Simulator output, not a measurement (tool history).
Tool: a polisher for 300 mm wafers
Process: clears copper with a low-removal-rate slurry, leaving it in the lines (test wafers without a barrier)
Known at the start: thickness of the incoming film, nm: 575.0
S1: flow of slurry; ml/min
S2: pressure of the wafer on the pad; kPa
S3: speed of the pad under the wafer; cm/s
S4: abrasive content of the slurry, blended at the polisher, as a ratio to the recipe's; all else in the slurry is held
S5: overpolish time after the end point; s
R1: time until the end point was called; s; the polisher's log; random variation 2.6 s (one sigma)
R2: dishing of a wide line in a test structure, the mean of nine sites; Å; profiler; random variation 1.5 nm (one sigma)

run	hour	S1	S2	S3	S4	S5	R1	R2
1	0	180	18.6	132	1	20	188.79	342.83
2	8.8	180	18.6	132	1	14	191.08	269.89
3	14	180	20	132	1	18	176.07	359.92
4	18.6	180	21.4	130	1	20	164.14	393.79
5	20.3	180	22.1	130	1	23	165.27	460.1
6	22.8	180	20.7	130	1	23	168.69	445.57
7	26.2	180	21.4	130	1	24	172.21	456.09
8	27.3	180	22.1	130	1	25	165.27	495.53

Run 9 comes next. What will it give?
9	35	180	22.8	130	1	26	?	?

R1: 161.12 s
R2: 511.11 Å

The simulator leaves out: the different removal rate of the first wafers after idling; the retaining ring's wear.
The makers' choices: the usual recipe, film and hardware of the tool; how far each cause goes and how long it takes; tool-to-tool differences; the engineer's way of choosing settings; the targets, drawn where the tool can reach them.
